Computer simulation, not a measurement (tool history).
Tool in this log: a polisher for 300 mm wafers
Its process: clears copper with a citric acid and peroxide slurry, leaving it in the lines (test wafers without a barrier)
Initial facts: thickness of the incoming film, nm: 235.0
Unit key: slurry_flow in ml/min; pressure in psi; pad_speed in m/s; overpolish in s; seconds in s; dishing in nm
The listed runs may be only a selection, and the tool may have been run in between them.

| run | hour | slurry_flow | pressure | pad_speed | slurry_solids | overpolish | seconds | dishing |
|---|---|---|---|---|---|---|---|---|
| 1 | 0 | 165 | 2.6 | 1.04 | 1 | 18 | 108.28 | 21.956 |
| 2 | 5.5 | 135 | 2.6 | 1.04 | 1 | 18 | 115.41 | 21.303 |
| 3 | 10.9 | 135 | 2.6 | 0.8 | 1 | 18 | 143.87 | 17.297 |
| 4 | 14.8 | 145 | 2.6 | 0.8 | 1 | 19 | 143.98 | 17.806 |
| 5 | 20.5 | 105 | 2.6 | 0.8 | 1 | 19 | 157 | 17.457 |
| 6 | 28.3 | 120 | 2.7 | 0.8 | 1 | 19 | 143.62 | 18.375 |
| 7 | 36 | 125 | 2.7 | 0.8 | 1 | 19 | 144.2 | 18.748 |

Run 8 comes next. What will it give?
| 8 | 41.2 | 135 | 2.7 | 0.8 | 1 | 19 | ? | ? |

For run 8 the tool returned seconds 138.28 s, dishing 18.937 nm.
